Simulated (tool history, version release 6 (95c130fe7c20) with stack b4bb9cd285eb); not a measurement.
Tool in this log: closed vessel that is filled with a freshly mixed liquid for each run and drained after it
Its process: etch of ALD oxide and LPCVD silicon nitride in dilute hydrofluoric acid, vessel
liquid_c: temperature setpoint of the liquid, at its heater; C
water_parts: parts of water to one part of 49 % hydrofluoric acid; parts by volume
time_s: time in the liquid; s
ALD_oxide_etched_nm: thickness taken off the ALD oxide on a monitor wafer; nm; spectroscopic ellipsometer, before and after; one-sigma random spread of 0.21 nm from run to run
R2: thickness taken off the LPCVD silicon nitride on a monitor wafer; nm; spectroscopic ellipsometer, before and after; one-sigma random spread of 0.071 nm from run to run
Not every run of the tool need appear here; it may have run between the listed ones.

run 1 hour=0.0 | liquid_c=20.0 water_parts=200 time_s=260 | ALD_oxide_etched_nm=28.343 R2=0.43326
run 2 hour=6.0 | liquid_c=22.0 water_parts=190 time_s=260 | ALD_oxide_etched_nm=32.416 R2=0.63685
run 3 hour=14.8 | liquid_c=22.0 water_parts=190 time_s=210 | ALD_oxide_etched_nm=26.313 R2=0.45227
run 4 hour=17.7 | liquid_c=23.0 water_parts=165 time_s=210 | ALD_oxide_etched_nm=32.188 R2=0.54198
run 5 hour=20.8 | liquid_c=23.0 water_parts=210 time_s=210 | ALD_oxide_etched_nm=24.060 R2=0.43300
run 6 hour=26.8 | liquid_c=24.0 water_parts=185 time_s=210 | ALD_oxide_etched_nm=29.187 R2=0.50130
run 7 hour=32.3 | liquid_c=25.0 water_parts=170 time_s=210 | ALD_oxide_etched_nm=33.570 R2=0.66927
run 8 hour=40.8 | liquid_c=25.5 water_parts=155 time_s=210 | ALD_oxide_etched_nm=37.911 R2=0.64443
run 9 hour=48.5 | liquid_c=26.0 water_parts=150 time_s=210 | ALD_oxide_etched_nm=40.097 R2=0.83902
run 10 hour=50.2 | liquid_c=26.0 water_parts=140 time_s=210 | ALD_oxide_etched_nm=43.570 R2=0.72735
run 11 hour=58.0 | liquid_c=26.5 water_parts=140 time_s=210 | ALD_oxide_etched_nm=44.272 R2=0.88377
run 12 hour=60.8 | liquid_c=26.5 water_parts=135 time_s=210 | ALD_oxide_etched_nm=46.730 R2=0.89991

The next listed run, before its measurement:
run 13 hour=66.6 | liquid_c=28.0 water_parts=125 time_s=210 | ALD_oxide_etched_nm=? R2=?

Run 13 yielded ALD_oxide_etched_nm 53.946 nm, R2 1.02830 nm.
